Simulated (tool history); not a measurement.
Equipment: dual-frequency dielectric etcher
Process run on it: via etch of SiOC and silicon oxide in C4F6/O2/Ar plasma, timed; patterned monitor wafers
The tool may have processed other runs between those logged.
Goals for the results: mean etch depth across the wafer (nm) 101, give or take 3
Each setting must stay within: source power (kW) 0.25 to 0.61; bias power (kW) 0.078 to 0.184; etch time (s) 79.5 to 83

run  hour  source power (kW)  bias power (kW)  etch time (s)  mean etch depth across the wafer (nm)
  1     0               0.43            0.131           79.5                                 87.204
  2     7               0.47            0.136             80                                 92.581
  3   9.2               0.47            0.136           79.5                                 92.357
  4  13.4               0.47            0.136             83                                  96.25
  5  21.3               0.47            0.126             83                                 93.628
  6  26.9               0.47            0.126           79.5                                 89.487
  7    31                0.5             0.13           79.5                                 92.745
  8  34.9               0.52            0.133           79.5                                 95.389
  9  41.2               0.53            0.135           79.5                                 96.645

Which single option among these 5 for the next run brings every result within its allowed miss of target? Just one does.
  A  47.5               0.51            0.166             82                                      ?
  B  47.5                0.6            0.158             80                                      ?
  C  47.5               0.44            0.125             82                                      ?
  D  47.5               0.54            0.135             83                                      ?
  E  47.5               0.61            0.157           79.5                                      ?

move  mean etch depth across the wafer (nm)
   A                                  106.4
   B                                 108.91
   C                                 89.593
   D                                 101.84
   E                                  108.7
A: moves the result that the last run missed by most past its target, out the other side
B: moves the result that the last run missed by most past its target, out the other side
C: its largest miss is bigger than the last run's
D: all results in spec
E: moves the result that the last run missed by most past its target, out the other side
D is the move that brings every result within its allowed miss.
